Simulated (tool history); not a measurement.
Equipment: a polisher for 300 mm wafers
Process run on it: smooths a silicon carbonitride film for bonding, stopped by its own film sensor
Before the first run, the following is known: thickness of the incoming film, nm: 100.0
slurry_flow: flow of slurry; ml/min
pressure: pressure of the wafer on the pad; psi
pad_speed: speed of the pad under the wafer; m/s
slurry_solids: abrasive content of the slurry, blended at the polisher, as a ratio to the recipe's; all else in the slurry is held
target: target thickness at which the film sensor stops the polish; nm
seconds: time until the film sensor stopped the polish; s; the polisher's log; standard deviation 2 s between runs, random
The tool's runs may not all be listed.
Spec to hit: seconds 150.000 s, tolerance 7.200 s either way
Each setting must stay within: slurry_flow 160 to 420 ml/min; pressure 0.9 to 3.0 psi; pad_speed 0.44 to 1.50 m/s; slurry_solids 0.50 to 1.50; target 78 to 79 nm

run    day  slurry_flow  pressure  pad_speed  slurry_solids  target  seconds
  1  0.000          270       1.9       0.96           1.00      79   76.599
  2  0.225          270       1.9       0.96           1.00      78   80.308
  3  0.496          205       1.9       0.96           1.00      78   84.860
  4  0.821          205       1.9       0.96           1.10      78   81.188
  5  1.046          205       1.9       1.12           1.10      78   72.515
  6  1.325          200       1.6       1.04           1.10      78   91.917
  7  1.496          200       1.4       1.00           1.10      78  106.620
  8  1.567          200       1.2       0.98           1.10      78  122.100
  9  1.679          200       1.1       0.96           1.10      78  140.620

Consider the 5 candidate settings below. Which is the only one whose results all fall within their allowed miss of target?
  A  1.792          160       1.0       1.12           0.85      78        ?
  B  1.792          245       1.0       0.78           1.20      78        ?
  C  1.792          225       1.0       1.08           1.10      79        ?
  D  1.792          195       1.0       1.08           1.10      78        ?
  E  1.792          190       0.9       0.90           1.20      79        ?

move  seconds
   A  144.490
   B  167.440
   C  127.240
   D  135.390
   E  161.710
A: in spec on every target
B: the result that was furthest off in the last run now lies on the other side of its target
C: lands further from the targets than the last run did
D: lands further from the targets than the last run did
E: the result that was furthest off in the last run now lies on the other side of its target
The right move is A.
